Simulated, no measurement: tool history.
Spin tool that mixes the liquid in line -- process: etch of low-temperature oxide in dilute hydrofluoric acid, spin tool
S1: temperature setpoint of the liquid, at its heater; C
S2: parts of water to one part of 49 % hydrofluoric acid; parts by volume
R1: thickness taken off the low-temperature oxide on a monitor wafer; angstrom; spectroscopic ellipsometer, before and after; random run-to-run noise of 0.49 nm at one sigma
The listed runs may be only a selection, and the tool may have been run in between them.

Run 1, hour 0.0: S1 24.0 C, S2 85 parts by volume, time under the liquid (s) 80. Result: R1 313.58 angstrom.
Run 2, hour 7.0: S1 26.5 C, S2 70 parts by volume, time under the liquid (s) 80. Result: R1 426.95 angstrom.
Run 3, hour 11.9: S1 29.0 C, S2 70 parts by volume, time under the liquid (s) 80. Result: R1 467.15 angstrom.
Run 4, hour 15.1: S1 30.0 C, S2 60 parts by volume, time under the liquid (s) 80. Result: R1 577.31 angstrom.
Run 5, hour 16.9: S1 30.0 C, S2 60 parts by volume, time under the liquid (s) 90. Result: R1 648.61 angstrom.
Run 6, hour 19.7: S1 30.5 C, S2 55 parts by volume, time under the liquid (s) 90. Result: R1 726.82 angstrom.
Run 7, hour 22.2: S1 31.0 C, S2 55 parts by volume, time under the liquid (s) 90. Result: R1 740.49 angstrom.

Forecast run 8:
Run 8, hour 25.8: S1 31.5 C, S2 55 parts by volume, time under the liquid (s) 90. Result: R1 ?.

R1: 750.68 angstrom

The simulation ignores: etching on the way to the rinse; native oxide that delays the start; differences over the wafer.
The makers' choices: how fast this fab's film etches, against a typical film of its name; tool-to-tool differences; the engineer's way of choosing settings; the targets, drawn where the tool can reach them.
